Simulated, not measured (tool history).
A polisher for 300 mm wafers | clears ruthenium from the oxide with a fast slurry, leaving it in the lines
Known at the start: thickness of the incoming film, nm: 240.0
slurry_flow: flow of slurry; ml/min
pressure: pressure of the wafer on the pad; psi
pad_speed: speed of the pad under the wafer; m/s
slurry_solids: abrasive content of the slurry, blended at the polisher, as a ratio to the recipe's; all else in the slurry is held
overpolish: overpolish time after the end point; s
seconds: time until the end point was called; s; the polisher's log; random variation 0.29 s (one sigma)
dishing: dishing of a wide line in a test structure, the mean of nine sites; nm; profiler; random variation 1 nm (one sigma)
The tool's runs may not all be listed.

run 1 hour=0.0 | slurry_flow=205 pressure=3.1 pad_speed=1.00 slurry_solids=1.00 overpolish=28 | seconds=51.593 dishing=75.789
run 2 hour=8.6 | slurry_flow=205 pressure=3.1 pad_speed=1.00 slurry_solids=1.10 overpolish=28 | seconds=49.016 dishing=76.995
run 3 hour=13.0 | slurry_flow=205 pressure=3.1 pad_speed=0.84 slurry_solids=1.10 overpolish=28 | seconds=57.237 dishing=68.715
run 4 hour=14.1 | slurry_flow=205 pressure=3.1 pad_speed=0.84 slurry_solids=1.25 overpolish=28 | seconds=53.745 dishing=75.077
run 5 hour=15.0 | slurry_flow=245 pressure=3.1 pad_speed=0.84 slurry_solids=1.25 overpolish=28 | seconds=52.716 dishing=73.843
run 6 hour=23.3 | slurry_flow=245 pressure=3.1 pad_speed=0.64 slurry_solids=1.25 overpolish=28 | seconds=69.255 dishing=58.978
run 7 hour=24.0 | slurry_flow=260 pressure=3.4 pad_speed=0.66 slurry_solids=1.25 overpolish=24 | seconds=61.824 dishing=56.181
run 8 hour=28.1 | slurry_flow=260 pressure=3.7 pad_speed=0.70 slurry_solids=1.25 overpolish=21 | seconds=55.114 dishing=57.791
run 9 hour=31.9 | slurry_flow=270 pressure=3.9 pad_speed=0.74 slurry_solids=1.25 overpolish=19 | seconds=50.512 dishing=57.408

Run 10 has not been measured yet. What should we expect?
run 10 hour=33.0 | slurry_flow=280 pressure=4.1 pad_speed=0.78 slurry_solids=1.25 overpolish=17 | seconds=? dishing=?

seconds: 46.319 s
dishing: 58.279 nm
